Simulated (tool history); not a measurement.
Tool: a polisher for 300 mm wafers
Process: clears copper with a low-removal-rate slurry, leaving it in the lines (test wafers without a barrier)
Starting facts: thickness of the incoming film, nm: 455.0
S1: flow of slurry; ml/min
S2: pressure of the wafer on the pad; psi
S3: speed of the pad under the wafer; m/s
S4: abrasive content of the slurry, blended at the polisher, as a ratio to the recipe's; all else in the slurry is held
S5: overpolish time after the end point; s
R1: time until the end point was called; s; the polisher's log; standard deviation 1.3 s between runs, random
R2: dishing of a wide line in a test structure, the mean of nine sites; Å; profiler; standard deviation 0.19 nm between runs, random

run 1 hour=0.0 | S1=120 S2=3.9 S3=1.40 S4=1.00 S5=28 | R1=70.740 R2=257.30
run 2 hour=1.0 | S1=120 S2=3.2 S3=1.42 S4=1.05 S5=21 | R1=86.507 R2=243.83
run 3 hour=2.9 | S1=120 S2=3.2 S3=1.24 S4=1.05 S5=21 | R1=95.961 R2=236.33
run 4 hour=7.0 | S1=120 S2=3.2 S3=1.24 S4=0.90 S5=21 | R1=100.960 R2=233.61
-- hour=11.2 slurry blender recalibrated
run 5 hour=11.2 | S1=140 S2=3.2 S3=1.24 S4=0.90 S5=21 | R1=89.748 R2=238.32
run 6 hour=12.4 | S1=155 S2=2.7 S3=1.24 S4=0.75 S5=17 | R1=110.060 R2=215.97
run 7 hour=16.4 | S1=165 S2=2.4 S3=1.38 S4=0.65 S5=14 | R1=113.130 R2=197.35

Expected results for the next run?
run 8 hour=20.9 | S1=185 S2=1.8 S3=1.76 S4=0.50 S5=8 | R1=? R2=?

Run 8 measured R1 127.210 s, R2 136.70 Å.

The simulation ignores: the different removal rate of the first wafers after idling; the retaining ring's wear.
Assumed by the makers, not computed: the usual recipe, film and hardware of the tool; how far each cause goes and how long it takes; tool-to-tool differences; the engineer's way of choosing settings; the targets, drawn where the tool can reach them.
